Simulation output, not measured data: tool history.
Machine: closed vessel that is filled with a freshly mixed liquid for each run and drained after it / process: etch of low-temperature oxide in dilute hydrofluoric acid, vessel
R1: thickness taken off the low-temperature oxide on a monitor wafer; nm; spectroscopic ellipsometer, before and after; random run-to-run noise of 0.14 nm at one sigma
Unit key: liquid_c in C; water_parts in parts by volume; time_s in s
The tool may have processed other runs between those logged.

{"run": 1, "hour": 0.0, "liquid_c": 24, "water_parts": 175, "time_s": 85, "R1": 5.4997}
{"run": 2, "hour": 4.4, "liquid_c": 26.5, "water_parts": 135, "time_s": 85, "R1": 8.0694}
{"run": 3, "hour": 10.6, "liquid_c": 28, "water_parts": 135, "time_s": 85, "R1": 8.588}
{"run": 4, "hour": 13.1, "liquid_c": 28, "water_parts": 135, "time_s": 85, "R1": 8.6699}
{"run": 5, "hour": 20.0, "liquid_c": 28, "water_parts": 135, "time_s": 85, "R1": 8.5775}
{"run": 6, "hour": 21.5, "liquid_c": 28, "water_parts": 135, "time_s": 65, "R1": 6.5236}
{"run": 7, "hour": 28.0, "liquid_c": 29, "water_parts": 100, "time_s": 70, "R1": 10.346}

Forecast run 8:
{"run": 8, "hour": 35.8, "liquid_c": 30, "water_parts": 85, "time_s": 70, "R1": "?"}

Run 8 came out at R1 13.166 nm.
